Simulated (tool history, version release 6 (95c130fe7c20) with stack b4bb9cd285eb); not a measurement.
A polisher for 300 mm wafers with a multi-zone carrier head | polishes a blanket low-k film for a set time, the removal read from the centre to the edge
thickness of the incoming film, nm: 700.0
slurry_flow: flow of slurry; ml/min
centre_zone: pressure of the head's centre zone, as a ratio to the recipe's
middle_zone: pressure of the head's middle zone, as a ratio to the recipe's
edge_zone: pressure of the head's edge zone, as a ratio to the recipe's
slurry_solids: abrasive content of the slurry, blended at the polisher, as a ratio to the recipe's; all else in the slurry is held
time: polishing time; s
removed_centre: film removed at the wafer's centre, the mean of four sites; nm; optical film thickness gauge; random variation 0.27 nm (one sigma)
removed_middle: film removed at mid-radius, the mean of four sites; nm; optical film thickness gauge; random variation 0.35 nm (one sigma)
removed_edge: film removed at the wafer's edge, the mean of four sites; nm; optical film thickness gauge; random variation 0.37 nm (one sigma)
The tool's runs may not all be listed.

{"run": 1, "day": 0.0, "slurry_flow": 270, "centre_zone": 1, "middle_zone": 1, "edge_zone": 1, "slurry_solids": 1, "time": 53, "removed_centre": 23.408, "removed_middle": 23.716, "removed_edge": 24.592}
{"run": 2, "day": 0.154, "slurry_flow": 270, "centre_zone": 1, "middle_zone": 0.95, "edge_zone": 1, "slurry_solids": 1, "time": 53, "removed_centre": 23.556, "removed_middle": 23.098, "removed_edge": 24.497}
{"run": 3, "day": 0.242, "slurry_flow": 275, "centre_zone": 0.99, "middle_zone": 0.99, "edge_zone": 1.01, "slurry_solids": 1.1, "time": 53, "removed_centre": 24.157, "removed_middle": 24.757, "removed_edge": 25.662}
{"run": 4, "day": 0.275, "slurry_flow": 275, "centre_zone": 0.91, "middle_zone": 0.99, "edge_zone": 1.01, "slurry_solids": 1.1, "time": 53, "removed_centre": 22.166, "removed_middle": 24.556, "removed_edge": 26.193}
{"run": 5, "day": 0.433, "slurry_flow": 280, "centre_zone": 0.91, "middle_zone": 1.02, "edge_zone": 1.03, "slurry_solids": 1.15, "time": 53, "removed_centre": 22.671, "removed_middle": 26.079, "removed_edge": 26.336}
{"run": 6, "day": 0.65, "slurry_flow": 280, "centre_zone": 0.91, "middle_zone": 1.02, "edge_zone": 1.03, "slurry_solids": 1.15, "time": 47, "removed_centre": 20.069, "removed_middle": 23.032, "removed_edge": 23.707}
{"run": 7, "day": 0.8, "slurry_flow": 280, "centre_zone": 0.91, "middle_zone": 1.03, "edge_zone": 1.04, "slurry_solids": 1.2, "time": 49, "removed_centre": 21.189, "removed_middle": 24.539, "removed_edge": 25.283}
{"run": 8, "day": 1.042, "slurry_flow": 280, "centre_zone": 0.91, "middle_zone": 1.04, "edge_zone": 1.05, "slurry_solids": 1.25, "time": 50, "removed_centre": 22.209, "removed_middle": 25.617, "removed_edge": 25.965}

Forecast run 9:
{"run": 9, "day": 1.325, "slurry_flow": 285, "centre_zone": 0.9, "middle_zone": 1.05, "edge_zone": 1.06, "slurry_solids": 1.3, "time": 51, "removed_centre": "?", "removed_middle": "?", "removed_edge": "?"}

Run 9 gave removed_centre 22.392 nm, removed_middle 26.629 nm, removed_edge 26.627 nm.
